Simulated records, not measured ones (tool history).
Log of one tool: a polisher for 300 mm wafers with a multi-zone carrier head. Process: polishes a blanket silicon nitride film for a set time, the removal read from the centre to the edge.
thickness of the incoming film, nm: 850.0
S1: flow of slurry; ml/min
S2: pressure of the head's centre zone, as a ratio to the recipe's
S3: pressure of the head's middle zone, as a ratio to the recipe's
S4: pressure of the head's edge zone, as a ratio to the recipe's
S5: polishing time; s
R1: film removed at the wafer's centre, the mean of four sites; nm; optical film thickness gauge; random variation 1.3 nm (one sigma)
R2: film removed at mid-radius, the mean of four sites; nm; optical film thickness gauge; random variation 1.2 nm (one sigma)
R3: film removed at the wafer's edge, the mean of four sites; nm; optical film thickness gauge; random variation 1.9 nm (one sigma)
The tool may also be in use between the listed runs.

run,day,S1,S2,S3,S4,S5,R1,R2,R3
1,0,280,1,1,1,87,178.8,179.37,173.96
2,0.029,275,0.99,0.97,0.99,83,166.01,165.2,170
3,0.279,280,1,0.96,0.98,79,164.16,157.57,167.34
4,0.375,280,1.06,0.96,0.98,79,171.14,155.47,157.78
5,0.467,275,1.05,0.95,0.98,76,165.19,150.68,155.81
6,0.654,270,1.05,0.94,0.98,73,160.22,142.06,148.88

The next listed run, before its measurement:
7,1.008,260,1.04,0.94,0.98,71,?,?,?

{"run 7": {"R1": 150.27, "R2": 137.36, "R3": 149.42}}
